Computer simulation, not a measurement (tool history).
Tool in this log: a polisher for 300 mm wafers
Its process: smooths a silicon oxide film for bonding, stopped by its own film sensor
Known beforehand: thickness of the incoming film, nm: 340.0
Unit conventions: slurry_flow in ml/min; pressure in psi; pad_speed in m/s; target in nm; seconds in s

run 1 hour=0 | slurry_flow=215 pressure=2.6 pad_speed=1.1 slurry_solids=1 target=294 | seconds=47.24
run 2 hour=4.3 | slurry_flow=215 pressure=2.6 pad_speed=1.1 slurry_solids=1.2 target=294 | seconds=41.863
run 3 hour=11.3 | slurry_flow=215 pressure=2.6 pad_speed=1.28 slurry_solids=1.2 target=294 | seconds=37.647
run 4 hour=13.6 | slurry_flow=215 pressure=2.6 pad_speed=1.28 slurry_solids=1.2 target=294 | seconds=37.976
run 5 hour=16 | slurry_flow=245 pressure=2.6 pad_speed=1.28 slurry_solids=1.2 target=294 | seconds=37.023
run 6 hour=21.9 | slurry_flow=245 pressure=2.6 pad_speed=1.44 slurry_solids=1.2 target=294 | seconds=34.24
run 7 hour=30.9 | slurry_flow=245 pressure=2.3 pad_speed=1.26 slurry_solids=1.15 target=294 | seconds=43.924
run 8 hour=38.5 | slurry_flow=245 pressure=2.1 pad_speed=1.12 slurry_solids=1.15 target=294 | seconds=51.271
run 9 hour=39.2 | slurry_flow=245 pressure=1.9 pad_speed=1 slurry_solids=1.15 target=294 | seconds=60.674
run 10 hour=43.9 | slurry_flow=245 pressure=1.8 pad_speed=0.92 slurry_solids=1.15 target=294 | seconds=69.261

What does the tool deliver on the next run?
run 11 hour=50.1 | slurry_flow=230 pressure=1.2 pad_speed=0.72 slurry_solids=1.15 target=294 | seconds=?

seconds: 117.81 s
